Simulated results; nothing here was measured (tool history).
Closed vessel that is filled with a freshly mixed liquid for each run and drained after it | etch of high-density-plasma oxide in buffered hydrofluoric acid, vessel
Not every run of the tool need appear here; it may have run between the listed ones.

run  hour  temperature setpoint of the liquid (K)  parts of 40 % ammonium fluoride to one part of 49 % hydrofluoric acid (parts by volume)  time in the liquid (s)  thickness taken off the high-density-plasma oxide on a monitor wafer (Å)
  1   0.0                                  296.15                                                                                     11.5                      95                                                                   1001.70
  2   8.9                                  294.65                                                                                     12.0                      95                                                                    879.08
  3  11.1                                  294.65                                                                                     12.0                      95                                                                    874.27
  4  15.4                                  293.65                                                                                     12.0                      95                                                                    828.72
  5  21.2                                  293.65                                                                                     12.0                     105                                                                    921.60
  6  29.2                                  293.65                                                                                     12.0                     105                                                                    909.45
  7  37.7                                  293.65                                                                                     12.0                     105                                                                    911.23
  8  38.4                                  292.65                                                                                     12.5                     105                                                                    844.83

Estimate the outcome of run 9 from the log above:
  9  42.8                                  290.15                                                                                     15.5                     105                                                                         ?

Run 9 yielded thickness taken off the high-density-plasma oxide on a monitor wafer (Å) 575.96.
